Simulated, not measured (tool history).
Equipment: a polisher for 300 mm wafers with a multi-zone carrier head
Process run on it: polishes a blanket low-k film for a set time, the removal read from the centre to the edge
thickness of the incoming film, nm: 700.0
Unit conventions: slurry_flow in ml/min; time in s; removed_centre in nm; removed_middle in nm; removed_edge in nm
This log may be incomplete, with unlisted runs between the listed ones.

run  hour  slurry_flow  centre_zone  middle_zone  edge_zone  slurry_solids  time  removed_centre  removed_middle  removed_edge
  1     0          290            1            1          1              1    57          21.306           21.23        20.565
  2   3.4          290         0.99            1       0.99           0.95    57          21.146          20.972        20.021
  3   4.9          290         0.98            1       0.99            0.9    57          20.573          19.931        19.891
  4   5.8          290         0.97         1.02       0.98           0.85    56          19.823          19.985        18.829
  5   7.9          290         0.96         1.02       0.97            0.8    56          19.269          18.954          18.9
  6   9.6          290         0.96         1.02       0.93            0.8    56          19.099          19.567        18.403
     15.6  -- worn pad replaced by a new one
  7  15.6          290         0.92         0.97       0.86           0.55    55          17.943           18.08        17.419
  8  22.3          290         0.92         0.98       0.86           0.55    55          18.003          18.329        17.785

What will run 9 give?
  9  24.6          295         0.92         1.04       0.81            0.5    50               ?               ?             ?

{"run 9": {"removed_centre": 16.108, "removed_middle": 17.076, "removed_edge": 14.979}}
